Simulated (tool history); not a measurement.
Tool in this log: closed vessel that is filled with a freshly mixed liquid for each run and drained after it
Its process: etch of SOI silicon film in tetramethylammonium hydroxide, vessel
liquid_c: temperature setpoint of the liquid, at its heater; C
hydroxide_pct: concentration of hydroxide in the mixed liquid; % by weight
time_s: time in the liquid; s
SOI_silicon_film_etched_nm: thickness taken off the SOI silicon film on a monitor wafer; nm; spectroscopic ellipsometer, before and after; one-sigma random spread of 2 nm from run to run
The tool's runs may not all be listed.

{"run": 1, "day": 0.0, "liquid_c": 65.0, "hydroxide_pct": 14.5, "time_s": 100, "SOI_silicon_film_etched_nm": 451.03}
{"run": 2, "day": 0.246, "liquid_c": 65.0, "hydroxide_pct": 17.5, "time_s": 100, "SOI_silicon_film_etched_nm": 415.36}
{"run": 3, "day": 0.371, "liquid_c": 65.0, "hydroxide_pct": 16.0, "time_s": 100, "SOI_silicon_film_etched_nm": 431.66}
{"run": 4, "day": 0.533, "liquid_c": 63.5, "hydroxide_pct": 16.0, "time_s": 100, "SOI_silicon_film_etched_nm": 390.85}
{"run": 5, "day": 0.767, "liquid_c": 63.5, "hydroxide_pct": 18.0, "time_s": 100, "SOI_silicon_film_etched_nm": 374.57}
{"run": 6, "day": 0.858, "liquid_c": 69.5, "hydroxide_pct": 18.0, "time_s": 100, "SOI_silicon_film_etched_nm": 541.28}

Run 7 is up next; what results do you expect?
{"run": 7, "day": 1.025, "liquid_c": 67.5, "hydroxide_pct": 18.0, "time_s": 100, "SOI_silicon_film_etched_nm": "?"}

SOI_silicon_film_etched_nm: 481.67 nm
